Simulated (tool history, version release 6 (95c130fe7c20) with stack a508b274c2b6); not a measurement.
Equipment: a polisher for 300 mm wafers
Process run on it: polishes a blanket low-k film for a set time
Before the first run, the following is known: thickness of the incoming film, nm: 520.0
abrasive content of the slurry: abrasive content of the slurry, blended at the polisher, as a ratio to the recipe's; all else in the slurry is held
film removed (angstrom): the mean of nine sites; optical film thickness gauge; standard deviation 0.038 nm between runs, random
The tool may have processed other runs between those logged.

run,day,flow of slurry (ml/min),pressure of the wafer on the pad (kPa),speed of the pad under the wafer (m/s),abrasive content of the slurry,polishing time (s),film removed (angstrom)
1,0.000,170,11.7,1.02,1.00,35,101.910
2,0.300,170,11.0,0.92,1.00,35,87.867
3,0.383,170,11.0,0.92,0.80,35,75.721
4,0.562,170,10.3,0.88,0.80,35,67.898
5,0.758,170,10.3,0.88,0.95,35,78.308
# day 0.942: slurry nozzle cleaned
6,0.942,170,10.3,0.78,0.95,35,75.223
7,1.238,170,9.7,0.72,0.95,35,67.157
8,1.529,170,9.0,0.68,0.95,35,59.216
9,1.867,170,8.3,0.66,0.95,35,54.193

Run 10 comes next. What will it give?
10,2.167,170,7.6,0.64,0.95,35,?

Run 10 measured film removed (angstrom) 48.918.

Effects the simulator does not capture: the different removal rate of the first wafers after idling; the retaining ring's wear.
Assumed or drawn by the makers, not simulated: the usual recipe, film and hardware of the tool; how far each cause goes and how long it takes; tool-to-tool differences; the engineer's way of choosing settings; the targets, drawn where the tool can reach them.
